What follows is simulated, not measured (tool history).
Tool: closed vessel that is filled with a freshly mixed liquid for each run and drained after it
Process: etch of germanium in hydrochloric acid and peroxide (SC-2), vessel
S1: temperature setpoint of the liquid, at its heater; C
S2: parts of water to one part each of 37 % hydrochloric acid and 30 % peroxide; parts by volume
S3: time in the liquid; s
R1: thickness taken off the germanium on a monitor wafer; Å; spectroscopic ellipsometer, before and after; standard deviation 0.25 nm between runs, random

| run | day | S1 | S2 | S3 | R1 |
|---|---|---|---|---|---|
| 1 | 0 | 63 | 5 | 35 | 743.67 |
| 2 | 0.383 | 63 | 6 | 35 | 738.18 |
| 3 | 0.617 | 63 | 7 | 35 | 730.11 |
| 4 | 0.683 | 63 | 5.5 | 35 | 742.01 |
| 5 | 0.8 | 69 | 5.5 | 35 | 880.07 |
| 6 | 1.038 | 64 | 5.5 | 35 | 764.07 |
| 7 | 1.154 | 60.5 | 5.5 | 35 | 684.28 |

Run 8, settings as shown, results not yet in. Your forecast:
| 8 | 1.329 | 52.5 | 5.5 | 35 | ? |

{"run 8": {"R1": 537.11}}

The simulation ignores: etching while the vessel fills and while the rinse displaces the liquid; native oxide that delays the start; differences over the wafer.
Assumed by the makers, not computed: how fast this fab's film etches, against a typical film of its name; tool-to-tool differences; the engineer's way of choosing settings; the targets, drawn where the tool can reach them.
